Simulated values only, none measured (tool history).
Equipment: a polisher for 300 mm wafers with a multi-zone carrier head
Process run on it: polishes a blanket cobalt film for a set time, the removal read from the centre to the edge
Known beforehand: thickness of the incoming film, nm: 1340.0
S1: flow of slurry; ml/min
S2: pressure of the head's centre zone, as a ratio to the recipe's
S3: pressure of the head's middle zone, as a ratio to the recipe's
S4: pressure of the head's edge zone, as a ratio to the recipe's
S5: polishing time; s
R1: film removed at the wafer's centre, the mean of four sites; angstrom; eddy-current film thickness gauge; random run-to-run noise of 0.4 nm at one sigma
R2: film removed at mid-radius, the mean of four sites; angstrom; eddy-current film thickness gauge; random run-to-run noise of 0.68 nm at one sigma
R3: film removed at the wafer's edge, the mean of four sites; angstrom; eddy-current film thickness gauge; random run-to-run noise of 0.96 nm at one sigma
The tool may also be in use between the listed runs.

run 1 day=0 | S1=145 S2=1 S3=1 S4=1 S5=36 | R1=1174.6 R2=1166.7 R3=1135.6
run 2 day=0.292 | S1=135 S2=0.96 S3=0.98 S4=0.97 S5=32 | R1=1000.1 R2=1012 R3=979.37
run 3 day=0.571 | S1=135 S2=0.96 S3=0.98 S4=1.04 S5=32 | R1=984.71 R2=1013.1 R3=1011.6
run 4 day=0.658 | S1=135 S2=0.96 S3=0.98 S4=1.11 S5=32 | R1=988.05 R2=1008.3 R3=1069.2
run 5 day=0.688 | S1=125 S2=0.93 S3=0.97 S4=1.07 S5=29 | R1=856.54 R2=884.28 R3=927.26
run 6 day=0.988 | S1=115 S2=0.9 S3=0.97 S4=1.03 S5=27 | R1=754.73 R2=820.15 R3=831.4
run 7 day=1.279 | S1=110 S2=0.88 S3=0.96 S4=0.99 S5=26 | R1=709.82 R2=781.9 R3=764.27

For run 8, what comes out?
run 8 day=1.604 | S1=105 S2=0.86 S3=0.94 S4=0.98 S5=26 | R1=? R2=? R3=?

{"run 8": {"R1": 684.08, "R2": 768, "R3": 782.21}}
